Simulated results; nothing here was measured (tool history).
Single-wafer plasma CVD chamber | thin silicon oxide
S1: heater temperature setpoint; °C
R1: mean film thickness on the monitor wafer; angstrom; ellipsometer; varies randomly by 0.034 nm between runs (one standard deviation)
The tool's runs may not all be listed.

Run 1, hour 0.0: S1 415 °C, chamber pressure (Torr) 0.866, RF power (kW) 0.275, deposition time (s) 8.09. Result: R1 154.93 angstrom.
Run 2, hour 4.3: S1 415 °C, chamber pressure (Torr) 0.855, RF power (kW) 0.275, deposition time (s) 8.09. Result: R1 152.91 angstrom.
Run 3, hour 10.0: S1 415 °C, chamber pressure (Torr) 0.947, RF power (kW) 0.275, deposition time (s) 8.09. Result: R1 169.02 angstrom.
Run 4, hour 15.5: S1 407 °C, chamber pressure (Torr) 0.947, RF power (kW) 0.275, deposition time (s) 8.09. Result: R1 170.12 angstrom.
Run 5, hour 20.5: S1 408 °C, chamber pressure (Torr) 0.919, RF power (kW) 0.275, deposition time (s) 8.09. Result: R1 165.37 angstrom.
Run 6, hour 25.3: S1 408 °C, chamber pressure (Torr) 0.919, RF power (kW) 0.275, deposition time (s) 7.73. Result: R1 157.71 angstrom.
Run 7, hour 32.8: S1 408 °C, chamber pressure (Torr) 0.905, RF power (kW) 0.275, deposition time (s) 7.73. Result: R1 155.95 angstrom.
Run 8, hour 40.7: S1 408 °C, chamber pressure (Torr) 0.894, RF power (kW) 0.275, deposition time (s) 7.73. Result: R1 153.64 angstrom.

Run 9 comes next. What will it give?
Run 9, hour 48.0: S1 408 °C, chamber pressure (Torr) 0.885, RF power (kW) 0.275, deposition time (s) 7.73. Result: R1 ?.

{"run 9": {"R1": 152.55}}
